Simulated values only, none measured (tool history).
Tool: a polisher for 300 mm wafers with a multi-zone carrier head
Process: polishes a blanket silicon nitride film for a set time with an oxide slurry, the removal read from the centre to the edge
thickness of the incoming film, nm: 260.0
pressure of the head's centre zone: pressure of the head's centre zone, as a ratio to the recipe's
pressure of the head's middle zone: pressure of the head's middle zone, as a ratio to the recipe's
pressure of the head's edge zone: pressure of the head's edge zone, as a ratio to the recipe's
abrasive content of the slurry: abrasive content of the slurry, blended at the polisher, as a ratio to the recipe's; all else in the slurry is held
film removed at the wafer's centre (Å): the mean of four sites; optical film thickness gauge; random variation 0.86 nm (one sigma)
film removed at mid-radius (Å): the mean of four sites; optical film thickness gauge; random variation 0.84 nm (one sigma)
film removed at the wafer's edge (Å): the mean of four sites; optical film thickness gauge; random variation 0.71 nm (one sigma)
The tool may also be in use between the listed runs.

| run | hour | flow of slurry (ml/min) | pressure of the head's centre zone | pressure of the head's middle zone | pressure of the head's edge zone | abrasive content of the slurry | polishing time (s) | film removed at the wafer's centre (Å) | film removed at mid-radius (Å) | film removed at the wafer's edge (Å) |
|---|---|---|---|---|---|---|---|---|---|---|
| 1 | 0 | 130 | 1 | 1 | 1 | 1 | 78 | 651.24 | 653.49 | 639.21 |
| 2 | 8 | 145 | 1.04 | 1.05 | 1.03 | 1.15 | 78 | 736.37 | 731.57 | 699.26 |
| 3 | 10.2 | 145 | 1.04 | 1.1 | 1.03 | 1.15 | 78 | 728.48 | 756.48 | 697.87 |
| 4 | 15.4 | 160 | 1.06 | 1.13 | 1.03 | 1.25 | 79 | 803.57 | 831.14 | 740.34 |
| 5 | 23.9 | 160 | 0.98 | 1.13 | 1.03 | 1.25 | 79 | 733.14 | 836.69 | 729.92 |
| 6 | 31.9 | 180 | 0.98 | 1.13 | 1.03 | 1.25 | 79 | 749.74 | 861.51 | 750.4 |
| 7 | 38.5 | 185 | 1.02 | 1.14 | 1.03 | 1.35 | 80 | 813.33 | 905.85 | 783.22 |

Forecast run 8:
| 8 | 41.5 | 185 | 1.02 | 1.14 | 1.03 | 1.35 | 80 | ? | ? | ? |

{"run 8": {"film removed at the wafer's centre (Å)": 824.26, "film removed at mid-radius (Å)": 900.65, "film removed at the wafer's edge (Å)": 792.69}}
